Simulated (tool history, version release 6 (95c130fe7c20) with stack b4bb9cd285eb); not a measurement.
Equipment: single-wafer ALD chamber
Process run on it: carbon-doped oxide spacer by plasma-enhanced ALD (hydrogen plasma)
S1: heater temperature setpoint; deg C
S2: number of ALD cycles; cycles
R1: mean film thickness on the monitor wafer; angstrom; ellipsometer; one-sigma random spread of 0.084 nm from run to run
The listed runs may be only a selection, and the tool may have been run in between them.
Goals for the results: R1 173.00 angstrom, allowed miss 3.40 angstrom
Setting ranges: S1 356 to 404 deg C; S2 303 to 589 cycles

run	day	S1	S2	R1
1	0.000	380	446	218.36
2	0.371	385	446	217.57
3	0.646	378	446	217.40
4	0.892	378	423	206.63
5	0.929	384	423	205.35
6	1.025	384	407	198.50
7	1.246	384	393	192.68
8	1.392	384	382	185.28
9	1.517	384	376	185.12
10	1.833	384	369	179.42
11	2.029	384	366	180.51
# day 2.312: thermocouple changed; heater temperature recalibrated
12	2.312	384	343	167.13
13	2.392	384	346	170.48

5 candidate next runs follow, results not yet known. Just one meets every target within its allowed miss. Identify it.
A	2.471	390	353	?
B	2.471	379	340	?
C	2.471	371	339	?
D	2.471	384	337	?
E	2.471	385	338	?

move	R1
A	172.08
B	165.74
C	165.25
D	164.28
E	164.76
A: each result inside its tolerance
B: lands further from the targets than the last run did
C: lands further from the targets than the last run did
D: lands further from the targets than the last run did
E: lands further from the targets than the last run did
A is the move that brings every result within its allowed miss.
